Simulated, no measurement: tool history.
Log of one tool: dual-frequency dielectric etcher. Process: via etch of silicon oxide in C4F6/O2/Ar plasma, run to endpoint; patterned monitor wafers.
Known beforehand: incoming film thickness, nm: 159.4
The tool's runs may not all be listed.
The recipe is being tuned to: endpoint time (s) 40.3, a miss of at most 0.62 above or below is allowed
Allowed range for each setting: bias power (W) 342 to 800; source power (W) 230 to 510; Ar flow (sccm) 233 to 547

run 1 hour=0 | bias_power_(W)=571 source_power_(W)=370 Ar_flow_(sccm)=390 | endpoint_time_(s)=35.321
run 2 hour=1.1 | bias_power_(W)=571 source_power_(W)=330 Ar_flow_(sccm)=390 | endpoint_time_(s)=36.915
run 3 hour=8.3 | bias_power_(W)=654 source_power_(W)=330 Ar_flow_(sccm)=390 | endpoint_time_(s)=35.212
run 4 hour=15.3 | bias_power_(W)=621 source_power_(W)=330 Ar_flow_(sccm)=390 | endpoint_time_(s)=35.668
run 5 hour=18 | bias_power_(W)=621 source_power_(W)=390 Ar_flow_(sccm)=390 | endpoint_time_(s)=34.205
run 6 hour=24.7 | bias_power_(W)=621 source_power_(W)=390 Ar_flow_(sccm)=358 | endpoint_time_(s)=33.621
run 7 hour=30.9 | bias_power_(W)=582 source_power_(W)=380 Ar_flow_(sccm)=360 | endpoint_time_(s)=34.735
run 8 hour=34 | bias_power_(W)=548 source_power_(W)=370 Ar_flow_(sccm)=362 | endpoint_time_(s)=35.654
run 9 hour=42.2 | bias_power_(W)=520 source_power_(W)=360 Ar_flow_(sccm)=363 | endpoint_time_(s)=36.492
run 10 hour=44.7 | bias_power_(W)=496 source_power_(W)=360 Ar_flow_(sccm)=364 | endpoint_time_(s)=37.064
run 11 hour=51.6 | bias_power_(W)=475 source_power_(W)=360 Ar_flow_(sccm)=364 | endpoint_time_(s)=37.423
run 12 hour=54.4 | bias_power_(W)=457 source_power_(W)=360 Ar_flow_(sccm)=365 | endpoint_time_(s)=37.719
run 13 hour=58 | bias_power_(W)=344 source_power_(W)=350 Ar_flow_(sccm)=367 | endpoint_time_(s)=41.094
run 14 hour=58.7 | bias_power_(W)=349 source_power_(W)=350 Ar_flow_(sccm)=367 | endpoint_time_(s)=41.114

Consider the 4 candidate settings below. Which is the only one whose results all fall within their allowed miss of target?
run A hour=59.4 | bias_power_(W)=395 source_power_(W)=310 Ar_flow_(sccm)=312 | endpoint_time_(s)=?
run B hour=59.4 | bias_power_(W)=421 source_power_(W)=350 Ar_flow_(sccm)=338 | endpoint_time_(s)=?
run C hour=59.4 | bias_power_(W)=342 source_power_(W)=310 Ar_flow_(sccm)=298 | endpoint_time_(s)=?
run D hour=59.4 | bias_power_(W)=425 source_power_(W)=290 Ar_flow_(sccm)=407 | endpoint_time_(s)=?

move=A endpoint_time_(s)=40.29
move=B endpoint_time_(s)=38.539
move=C endpoint_time_(s)=41.544
move=D endpoint_time_(s)=41.695
A: each result inside its tolerance
B: takes the biggest miss from the last run beyond its target
C: moves away from the targets compared with the last run
D: moves away from the targets compared with the last run
Correct choice: A, which meets every target
